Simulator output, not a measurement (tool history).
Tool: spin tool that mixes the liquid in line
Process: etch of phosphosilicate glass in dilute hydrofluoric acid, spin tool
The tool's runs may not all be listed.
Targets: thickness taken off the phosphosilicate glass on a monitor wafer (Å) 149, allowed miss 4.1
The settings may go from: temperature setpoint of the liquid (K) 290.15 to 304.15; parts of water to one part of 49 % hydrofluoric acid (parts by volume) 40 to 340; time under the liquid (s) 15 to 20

| run | hour | temperature setpoint of the liquid (K) | parts of water to one part of 49 % hydrofluoric acid (parts by volume) | time under the liquid (s) | thickness taken off the phosphosilicate glass on a monitor wafer (Å) |
|---|---|---|---|---|---|
| 1 | 0 | 296.15 | 190 | 20 | 183.58 |
| 2 | 3.1 | 295.65 | 190 | 20 | 181.64 |
| 3 | 6.6 | 295.65 | 155 | 20 | 233.41 |
| 4 | 8 | 293.15 | 155 | 20 | 211.87 |
| 5 | 9.1 | 296.15 | 155 | 20 | 238.84 |
| 6 | 16.5 | 298.15 | 155 | 20 | 253.31 |
| 7 | 18.3 | 297.15 | 160 | 20 | 240.71 |
| 8 | 24.9 | 296.65 | 165 | 20 | 222.87 |
| 9 | 28.5 | 296.15 | 170 | 20 | 210.34 |
| 10 | 37.5 | 296.15 | 170 | 20 | 209.93 |
| 11 | 44.9 | 295.65 | 170 | 20 | 206.98 |
| 12 | 47.1 | 295.15 | 170 | 20 | 203.28 |

4 next moves are on the table. One of them brings every result within its allowed miss. Which?
| A | 49.3 | 295.15 | 175 | 15 | ? |
| B | 49.3 | 296.15 | 190 | 15 | ? |
| C | 49.3 | 297.65 | 195 | 15 | ? |
| D | 49.3 | 293.65 | 175 | 15 | ? |

| move | thickness taken off the phosphosilicate glass on a monitor wafer (Å) |
|---|---|
| A | 146.56 |
| B | 138.01 |
| C | 141.43 |
| D | 138.3 |
A: meets every target
B: takes the result that was furthest off past its target
C: takes the result that was furthest off past its target
D: takes the result that was furthest off past its target
Move A is the one to make.

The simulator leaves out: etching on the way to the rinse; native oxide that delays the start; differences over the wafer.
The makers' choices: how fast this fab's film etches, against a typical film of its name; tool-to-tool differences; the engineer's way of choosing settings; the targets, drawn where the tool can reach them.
